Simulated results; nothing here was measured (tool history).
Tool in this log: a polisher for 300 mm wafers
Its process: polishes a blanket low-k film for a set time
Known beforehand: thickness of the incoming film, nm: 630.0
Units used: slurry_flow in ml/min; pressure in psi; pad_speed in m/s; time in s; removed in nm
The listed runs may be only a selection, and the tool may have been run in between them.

run,day,slurry_flow,pressure,pad_speed,slurry_solids,time,removed
1,0,170,2.2,1.02,1,58,25.201
2,0.025,170,2.2,1.2,1,58,28.807
3,0.288,170,2.7,1.2,1,58,35.618
4,0.317,170,2.9,1.2,1,58,37.869
5,0.554,170,2.9,1.2,1,58,38.443
6,0.85,170,3.3,1.2,1,58,42.729
7,1.2,170,3,1.18,1,58,38.306
8,1.262,170,3,1.18,1,58,39.027
9,1.5,170,3,1.18,1,58,38.633
10,1.658,170,2.7,1.18,1,58,34.435
11,1.754,170,2.7,1.18,1,58,35.626
12,1.867,170,2.5,1.18,1,58,32.46

Run 13 has not been measured yet. What should we expect?
13,2.179,170,2.3,1.18,1,58,?

Run 13 came out at removed 30.184 nm.
